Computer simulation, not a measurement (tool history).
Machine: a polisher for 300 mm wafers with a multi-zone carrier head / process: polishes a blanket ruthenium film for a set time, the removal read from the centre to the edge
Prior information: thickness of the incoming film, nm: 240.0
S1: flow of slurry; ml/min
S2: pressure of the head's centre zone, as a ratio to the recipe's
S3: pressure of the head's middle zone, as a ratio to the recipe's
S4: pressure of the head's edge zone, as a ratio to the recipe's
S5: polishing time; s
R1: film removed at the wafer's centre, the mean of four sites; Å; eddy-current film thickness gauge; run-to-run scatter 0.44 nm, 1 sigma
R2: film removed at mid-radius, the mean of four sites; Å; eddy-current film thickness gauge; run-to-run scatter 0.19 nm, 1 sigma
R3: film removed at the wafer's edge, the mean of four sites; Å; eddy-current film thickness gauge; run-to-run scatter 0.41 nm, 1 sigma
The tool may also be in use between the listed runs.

run  hour   S1    S2    S3    S4  S5      R1      R2      R3
  1   0.0  160  1.00  1.00  1.00  52  532.41  511.11  534.54
  2   8.5  155  1.02  0.98  0.97  48  506.16  455.81  490.91
  3   9.7  155  1.02  1.06  0.97  48  505.41  489.37  484.25
  4  17.4  155  1.02  1.06  1.00  48  504.19  488.97  491.87
  5  23.0  155  1.04  1.05  0.97  45  484.60  452.76  450.62
  6  30.2  150  1.05  1.03  0.95  43  475.31  423.17  436.18
  7  34.2  150  1.06  1.02  0.93  40  436.54  389.99  387.39
  8  35.4  150  1.07  1.00  0.91  39  437.79  373.01  375.44
  9  38.3  150  1.07  0.98  0.90  38  419.64  359.44  362.97
 10  45.0  150  1.07  0.98  0.90  38  420.33  362.10  368.73
 11  47.5  145  1.08  0.97  0.89  37  408.01  344.43  352.60
 12  48.4  140  1.09  0.96  0.88  37  421.49  342.69  344.33
 13  51.3  135  1.08  0.94  0.87  37  410.52  334.15  348.36

Expected results for the next run?
 14  53.3  135  1.08  0.93  0.86  36   ?   ?   ?

Logged for run 14: R1 393.01 Å, R2 321.97 Å, R3 342.18 Å.

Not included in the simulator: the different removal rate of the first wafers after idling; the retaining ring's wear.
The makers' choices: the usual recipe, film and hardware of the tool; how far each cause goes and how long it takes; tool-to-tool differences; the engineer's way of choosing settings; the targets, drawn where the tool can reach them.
